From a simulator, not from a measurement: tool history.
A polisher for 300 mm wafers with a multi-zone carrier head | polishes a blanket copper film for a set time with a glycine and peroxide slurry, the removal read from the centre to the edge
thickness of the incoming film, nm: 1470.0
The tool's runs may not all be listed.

| run | hour | flow of slurry (ml/min) | pressure of the head's centre zone | pressure of the head's middle zone | pressure of the head's edge zone | polishing time (s) | film removed at the wafer's centre (Å) | film removed at mid-radius (Å) | film removed at the wafer's edge (Å) |
|---|---|---|---|---|---|---|---|---|---|
| 1 | 0.0 | 230 | 1.00 | 1.00 | 1.00 | 31 | 1442.0 | 1454.0 | 1479.1 |
| 2 | 9.0 | 260 | 1.00 | 1.00 | 1.00 | 31 | 1485.0 | 1467.9 | 1483.1 |
| 3 | 12.9 | 230 | 1.00 | 1.00 | 1.00 | 31 | 1463.6 | 1481.9 | 1419.6 |
| 4 | 19.4 | 230 | 1.05 | 1.00 | 1.00 | 31 | 1539.3 | 1473.0 | 1462.0 |
| 5 | 28.1 | 230 | 1.05 | 1.00 | 1.00 | 23 | 1109.4 | 1091.2 | 1072.2 |
| 6 | 30.7 | 230 | 1.05 | 0.92 | 1.00 | 23 | 1130.1 | 1058.8 | 1104.4 |
| 7 | 39.0 | 230 | 1.02 | 0.94 | 1.02 | 24 | 1129.0 | 1093.5 | 1145.7 |
| 8 | 43.1 | 230 | 0.99 | 0.96 | 1.03 | 25 | 1156.8 | 1154.4 | 1194.9 |

Run 9 comes next. What will it give?
| 9 | 51.2 | 230 | 0.96 | 0.98 | 1.04 | 26 | ? | ? | ? |

film removed at the wafer's centre (Å): 1162.4
film removed at mid-radius (Å): 1220.9
film removed at the wafer's edge (Å): 1226.9
